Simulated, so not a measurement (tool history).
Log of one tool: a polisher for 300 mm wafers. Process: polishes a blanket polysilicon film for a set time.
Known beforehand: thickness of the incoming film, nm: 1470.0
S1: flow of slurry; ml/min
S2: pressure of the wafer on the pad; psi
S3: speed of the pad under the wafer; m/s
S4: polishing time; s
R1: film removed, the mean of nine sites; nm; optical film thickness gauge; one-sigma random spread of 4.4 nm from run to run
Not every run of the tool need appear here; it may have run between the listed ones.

Run 1, hour 0.0: S1 285 ml/min, S2 1.7 psi, S3 1.08 m/s, S4 42 s. Result: R1 184.14 nm.
Run 2, hour 5.4: S1 285 ml/min, S2 2.0 psi, S3 1.08 m/s, S4 42 s. Result: R1 209.41 nm.
Run 3, hour 14.3: S1 285 ml/min, S2 2.4 psi, S3 1.08 m/s, S4 42 s. Result: R1 245.80 nm.
Run 4, hour 18.4: S1 285 ml/min, S2 2.4 psi, S3 1.08 m/s, S4 37 s. Result: R1 223.33 nm.
Run 5, hour 26.4: S1 285 ml/min, S2 2.5 psi, S3 1.16 m/s, S4 37 s. Result: R1 240.48 nm.
Run 6, hour 27.5: S1 285 ml/min, S2 2.6 psi, S3 1.26 m/s, S4 38 s. Result: R1 274.56 nm.
Run 7, hour 33.5: S1 285 ml/min, S2 2.6 psi, S3 1.26 m/s, S4 38 s. Result: R1 272.92 nm.

Run 8 has not been measured yet. What should we expect?
Run 8, hour 39.2: S1 285 ml/min, S2 2.6 psi, S3 1.30 m/s, S4 38 s. Result: R1 ?.

Run 8 measured R1 294.77 nm.
